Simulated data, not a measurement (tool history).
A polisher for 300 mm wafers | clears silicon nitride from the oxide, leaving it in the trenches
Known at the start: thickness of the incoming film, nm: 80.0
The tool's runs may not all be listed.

run    day  flow of slurry (ml/min)  pressure of the wafer on the pad (kPa)  speed of the pad under the wafer (m/s)  overpolish time after the end point (s)  time until the end point was called (s)
  1      0                      165                                    13.1                                    1.22                                       13                                    90.33
  2  0.092                      165                                    10.3                                    1.22                                       13                                   107.94
  3  0.212                      165                                    11.7                                    1.24                                       13                                   97.208
  4  0.354                      165                                       9                                    1.24                                       13                                   117.72
  5  0.725                      165                                      11                                    1.26                                       13                                   102.13
  6  0.842                      165                                    12.4                                    1.28                                       13                                   92.252
  7  1.058                      165                                    13.8                                     1.3                                       13                                   83.996

Forecast run 8:
  8  1.383                      165                                    14.5                                    1.32                                       13                                        ?

time until the end point was called (s): 78.594
